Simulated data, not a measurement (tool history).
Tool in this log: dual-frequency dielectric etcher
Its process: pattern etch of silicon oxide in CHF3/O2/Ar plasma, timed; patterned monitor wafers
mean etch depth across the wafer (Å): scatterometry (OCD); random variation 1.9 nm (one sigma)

run	hour	source power (kW)	bias power (kW)	etch time (s)	mean etch depth across the wafer (Å)
1	0.0	0.560	0.208	324.5	5983.0
2	3.1	0.590	0.209	324.5	6089.2
3	8.6	0.620	0.210	324.5	6199.9
4	17.6	0.580	0.210	324.5	6080.5
5	19.8	0.500	0.210	324.5	5827.6
6	27.8	0.500	0.210	294.0	5316.1
7	34.6	0.550	0.215	294.5	5501.2
8	38.0	0.590	0.223	298.0	5734.2
9	41.1	0.620	0.227	302.0	5945.3

Predict the results of run 10:
10	48.5	0.620	0.227	302.0	?

{"run 10": {"mean etch depth across the wafer (Å)": 5954.4}}
